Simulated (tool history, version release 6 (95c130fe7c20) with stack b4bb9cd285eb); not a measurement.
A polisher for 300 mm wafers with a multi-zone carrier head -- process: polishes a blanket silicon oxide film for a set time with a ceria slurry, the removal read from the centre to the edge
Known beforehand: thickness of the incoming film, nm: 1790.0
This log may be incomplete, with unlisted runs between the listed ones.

run	day	flow of slurry (ml/min)	pressure of the head's centre zone	pressure of the head's middle zone	pressure of the head's edge zone	polishing time (s)	film removed at the wafer's centre (nm)	film removed at mid-radius (nm)	film removed at the wafer's edge (nm)
1	0.000	190	1.00	1.00	1.00	76	339.54	358.20	350.92
2	0.254	190	1.00	1.00	1.06	76	340.00	360.84	364.35
3	0.629	190	1.00	1.00	1.06	87	392.97	406.06	410.66
4	0.675	190	1.00	1.00	1.14	87	393.42	409.53	427.58
5	0.825	190	1.00	0.95	1.14	87	395.27	394.97	434.77
6	1.088	190	1.01	0.96	1.11	84	388.09	387.06	414.29
7	1.358	190	1.02	0.97	1.09	81	366.73	373.69	391.43
8	1.458	190	1.04	0.97	1.07	79	370.96	366.29	381.00
9	1.804	190	1.05	0.97	1.05	77	358.60	352.03	371.56
10	2.017	190	1.06	0.98	1.02	75	355.94	347.72	353.17
11	2.275	190	1.06	0.98	1.00	73	346.08	338.24	333.97
12	2.529	190	1.06	0.98	0.98	72	342.30	334.31	331.66
13	2.767	190	1.06	0.98	0.96	71	346.58	330.21	325.50
14	3.054	170	1.00	1.01	0.86	56	248.80	257.13	239.71
15	3.083	175	1.01	1.01	0.86	56	248.25	263.87	235.87
16	3.283	180	1.02	1.01	0.87	56	255.24	260.28	246.43

Forecast run 17:
17	3.408	185	1.03	1.02	0.87	56	?	?	?

For run 17 the tool returned film removed at the wafer's centre (nm) 258.62, film removed at mid-radius (nm) 263.11, film removed at the wafer's edge (nm) 242.73.
